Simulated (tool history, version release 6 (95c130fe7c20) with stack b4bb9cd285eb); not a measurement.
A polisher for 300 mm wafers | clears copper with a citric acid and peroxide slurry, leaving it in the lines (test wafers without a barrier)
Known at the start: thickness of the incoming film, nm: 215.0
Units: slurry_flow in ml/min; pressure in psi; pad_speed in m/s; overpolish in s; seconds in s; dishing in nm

run 1 hour=0.0 | slurry_flow=215 pressure=2.0 pad_speed=1.1 slurry_solids=1.0 overpolish=20 | seconds=133.83 dishing=24.664
run 2 hour=1.1 | slurry_flow=215 pressure=2.0 pad_speed=1.0 slurry_solids=1.0 overpolish=20 | seconds=144.20 dishing=21.686
run 3 hour=3.7 | slurry_flow=210 pressure=1.9 pad_speed=1.0 slurry_solids=1.0 overpolish=22 | seconds=153.10 dishing=23.043
run 4 hour=10.4 | slurry_flow=210 pressure=1.9 pad_speed=1.0 slurry_solids=1.2 overpolish=22 | seconds=150.38 dishing=23.565
-- hour=12.2 slurry blender recalibrated
run 5 hour=12.2 | slurry_flow=205 pressure=1.8 pad_speed=1.0 slurry_solids=1.2 overpolish=23 | seconds=150.33 dishing=23.410
run 6 hour=18.9 | slurry_flow=205 pressure=1.7 pad_speed=1.0 slurry_solids=1.2 overpolish=25 | seconds=158.77 dishing=24.620

Run 7 comes next. What will it give?
run 7 hour=26.6 | slurry_flow=205 pressure=1.6 pad_speed=1.0 slurry_solids=1.2 overpolish=26 | seconds=? dishing=?

{"run 7": {"seconds": 166.49, "dishing": 23.869}}
